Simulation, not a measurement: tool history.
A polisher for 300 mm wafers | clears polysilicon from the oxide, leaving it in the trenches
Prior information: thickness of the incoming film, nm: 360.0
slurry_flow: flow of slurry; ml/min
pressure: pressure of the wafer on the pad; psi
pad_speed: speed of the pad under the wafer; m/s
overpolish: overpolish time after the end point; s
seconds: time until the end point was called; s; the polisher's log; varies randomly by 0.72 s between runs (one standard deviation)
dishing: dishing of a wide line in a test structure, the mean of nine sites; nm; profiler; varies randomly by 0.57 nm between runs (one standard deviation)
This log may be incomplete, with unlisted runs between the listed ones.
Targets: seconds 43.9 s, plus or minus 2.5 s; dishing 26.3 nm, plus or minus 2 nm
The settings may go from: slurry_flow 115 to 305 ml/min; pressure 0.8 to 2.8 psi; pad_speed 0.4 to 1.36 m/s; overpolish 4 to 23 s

run 1 hour=0 | slurry_flow=195 pressure=1.8 pad_speed=0.88 overpolish=12 | seconds=44.233 dishing=50.604
run 2 hour=4 | slurry_flow=195 pressure=1.8 pad_speed=0.88 overpolish=8 | seconds=43.985 dishing=41.018
run 3 hour=8.7 | slurry_flow=155 pressure=1.8 pad_speed=0.88 overpolish=8 | seconds=46.444 dishing=40.882
run 4 hour=16.3 | slurry_flow=155 pressure=1.4 pad_speed=0.88 overpolish=8 | seconds=57.602 dishing=34.636
run 5 hour=20.5 | slurry_flow=155 pressure=1.4 pad_speed=1.08 overpolish=8 | seconds=50.071 dishing=39.68
run 6 hour=24 | slurry_flow=185 pressure=1.6 pad_speed=0.94 overpolish=7 | seconds=47.695 dishing=38.172
run 7 hour=25 | slurry_flow=210 pressure=1.7 pad_speed=0.84 overpolish=6 | seconds=48.026 dishing=33.188
run 8 hour=32.7 | slurry_flow=230 pressure=1.7 pad_speed=0.82 overpolish=6 | seconds=48.142 dishing=33.38
run 9 hour=38.3 | slurry_flow=230 pressure=1.7 pad_speed=0.82 overpolish=6 | seconds=48.706 dishing=32.949

Next run, 5 choices. One meets every target within its allowed miss, the rest don't. Which?
run A hour=43.9 | slurry_flow=190 pressure=1.6 pad_speed=1.06 overpolish=4 | seconds=? dishing=?
run B hour=43.9 | slurry_flow=245 pressure=1.6 pad_speed=0.76 overpolish=5 | seconds=? dishing=?
run C hour=43.9 | slurry_flow=275 pressure=1.6 pad_speed=0.88 overpolish=6 | seconds=? dishing=?
run D hour=43.9 | slurry_flow=285 pressure=1.9 pad_speed=0.62 overpolish=4 | seconds=? dishing=?
run E hour=43.9 | slurry_flow=225 pressure=1.9 pad_speed=0.62 overpolish=4 | seconds=? dishing=?

move=A seconds=42.35 dishing=26.19
move=B seconds=52.065 dishing=26.512
move=C seconds=46.377 dishing=32.608
move=D seconds=49.765 dishing=23.187
move=E seconds=51.094 dishing=22.718
A: hits every target within its allowed miss
B: the furthest-off result lands on target, but another misses its tolerance
C: closes in on the targets versus the last run, not all within tolerance yet
D: the result that was furthest off in the last run now lies on the other side of its target
E: the result that was furthest off in the last run now lies on the other side of its target
The right move is A.
